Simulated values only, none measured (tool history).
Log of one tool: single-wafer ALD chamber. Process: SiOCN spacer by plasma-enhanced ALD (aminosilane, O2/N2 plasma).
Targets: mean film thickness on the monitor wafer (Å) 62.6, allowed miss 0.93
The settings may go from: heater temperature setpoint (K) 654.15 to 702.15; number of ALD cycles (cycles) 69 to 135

run	hour	heater temperature setpoint (K)	number of ALD cycles (cycles)	mean film thickness on the monitor wafer (Å)
1	0	678.15	102	55.621
2	6.6	674.15	104	57.643
3	11.7	665.15	104	57.585
4	18.5	665.15	98	54.289
5	20	665.15	91	50.543
6	28.9	655.15	91	50.72
7	35.8	655.15	97	53.804
8	43.6	655.15	101	55.997

Which of these 4 next moves meets every target?
A	51.4	654.15	113	?
B	51.4	667.15	110	?
C	51.4	657.15	109	?
D	51.4	654.15	108	?

move	mean film thickness on the monitor wafer (Å)
A	62.794
B	61.127
C	60.572
D	60.016
A: meets every target
B: nearer than the last run, and not there yet
C: nearer than the last run, and not there yet
D: nearer than the last run, and not there yet
Answer: A

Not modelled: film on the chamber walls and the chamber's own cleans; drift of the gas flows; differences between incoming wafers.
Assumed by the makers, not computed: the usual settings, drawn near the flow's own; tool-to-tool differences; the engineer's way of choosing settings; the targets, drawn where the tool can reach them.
